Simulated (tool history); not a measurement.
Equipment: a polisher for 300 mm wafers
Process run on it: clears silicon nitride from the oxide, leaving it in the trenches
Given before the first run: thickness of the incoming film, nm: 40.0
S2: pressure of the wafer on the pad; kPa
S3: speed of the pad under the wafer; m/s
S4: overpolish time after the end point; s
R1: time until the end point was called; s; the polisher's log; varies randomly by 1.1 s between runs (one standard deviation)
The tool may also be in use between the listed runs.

{"run": 1, "day": 0.0, "flow of slurry (ml/min)": 160, "S2": 15.2, "S3": 0.78, "S4": 3, "R1": 66.077}
{"run": 2, "day": 0.146, "flow of slurry (ml/min)": 155, "S2": 12.4, "S3": 0.76, "S4": 3, "R1": 80.735}
{"run": 3, "day": 0.379, "flow of slurry (ml/min)": 150, "S2": 10.3, "S3": 0.74, "S4": 3, "R1": 101.15}
{"run": 4, "day": 0.433, "flow of slurry (ml/min)": 140, "S2": 9.7, "S3": 0.74, "S4": 3, "R1": 108.13}
{"run": 5, "day": 0.775, "flow of slurry (ml/min)": 140, "S2": 9.7, "S3": 0.74, "S4": 3, "R1": 109.11}
{"run": 6, "day": 1.108, "flow of slurry (ml/min)": 130, "S2": 9, "S3": 0.74, "S4": 3, "R1": 118.96}

For run 7, what comes out?
{"run": 7, "day": 1.317, "flow of slurry (ml/min)": 100, "S2": 8.3, "S3": 0.74, "S4": 3, "R1": "?"}

Logged for run 7: R1 136.31 s.
